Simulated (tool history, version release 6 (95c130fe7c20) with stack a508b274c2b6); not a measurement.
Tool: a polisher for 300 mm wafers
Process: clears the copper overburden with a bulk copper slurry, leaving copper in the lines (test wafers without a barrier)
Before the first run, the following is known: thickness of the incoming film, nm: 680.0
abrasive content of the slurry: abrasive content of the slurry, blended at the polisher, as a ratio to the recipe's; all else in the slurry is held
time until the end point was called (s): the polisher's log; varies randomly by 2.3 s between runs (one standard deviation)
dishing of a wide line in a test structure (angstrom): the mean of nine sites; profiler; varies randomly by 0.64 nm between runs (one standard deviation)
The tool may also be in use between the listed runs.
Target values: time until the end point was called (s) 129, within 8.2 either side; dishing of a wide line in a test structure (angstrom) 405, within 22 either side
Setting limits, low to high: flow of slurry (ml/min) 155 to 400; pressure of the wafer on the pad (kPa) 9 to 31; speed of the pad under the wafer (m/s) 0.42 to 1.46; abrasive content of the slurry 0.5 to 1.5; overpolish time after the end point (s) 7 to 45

| run | hour | flow of slurry (ml/min) | pressure of the wafer on the pad (kPa) | speed of the pad under the wafer (m/s) | abrasive content of the slurry | overpolish time after the end point (s) | time until the end point was called (s) | dishing of a wide line in a test structure (angstrom) |
|---|---|---|---|---|---|---|---|---|
| 1 | 0 | 255 | 20 | 0.94 | 1 | 23 | 82.749 | 976.66 |
| 2 | 1.9 | 255 | 20 | 0.94 | 0.85 | 23 | 87.212 | 966.23 |
| 3 | 10.2 | 255 | 18.6 | 0.94 | 0.95 | 21 | 89.675 | 887.71 |
| 4 | 16.7 | 255 | 18.6 | 0.94 | 0.95 | 14 | 90.662 | 665.55 |
| 5 | 20.4 | 255 | 17.2 | 0.94 | 0.95 | 13 | 95.952 | 593.84 |
|  | 24.9 | slurry nozzle cleaned |
| 6 | 24.9 | 255 | 17.2 | 0.94 | 0.8 | 13 | 98.929 | 580.51 |
| 7 | 27.1 | 255 | 16.5 | 0.94 | 0.8 | 13 | 97.219 | 591.6 |
| 8 | 35.7 | 255 | 15.9 | 0.94 | 0.8 | 13 | 104.18 | 553.28 |
| 9 | 37.6 | 255 | 15.2 | 0.94 | 0.8 | 13 | 108.51 | 544.74 |
| 10 | 45.9 | 255 | 11 | 0.96 | 0.8 | 7 | 147.22 | 246.3 |

Consider the 5 candidate settings below. Which is the only one whose results all fall within their allowed miss of target?
| A | 54.2 | 260 | 11.7 | 0.78 | 0.6 | 14 | ? | ? |
| B | 54.2 | 290 | 11.7 | 1 | 0.8 | 11 | ? | ? |
| C | 54.2 | 280 | 11 | 1.02 | 0.9 | 14 | ? | ? |
| D | 54.2 | 250 | 10.3 | 0.94 | 0.8 | 7 | ? | ? |
| E | 54.2 | 230 | 11.7 | 1.06 | 0.55 | 17 | ? | ? |

| move | time until the end point was called (s) | dishing of a wide line in a test structure (angstrom) |
|---|---|---|
| A | 170.93 | 386.53 |
| B | 129.68 | 398 |
| C | 132.92 | 471.83 |
| D | 156.92 | 225.56 |
| E | 133.16 | 551.21 |
A: brings the result that was furthest off to its target, and leaves another outside
B: meets every target
C: takes the biggest miss from the last run beyond its target
D: further off than the last run
E: takes the biggest miss from the last run beyond its target
Go with B: it meets all targets.

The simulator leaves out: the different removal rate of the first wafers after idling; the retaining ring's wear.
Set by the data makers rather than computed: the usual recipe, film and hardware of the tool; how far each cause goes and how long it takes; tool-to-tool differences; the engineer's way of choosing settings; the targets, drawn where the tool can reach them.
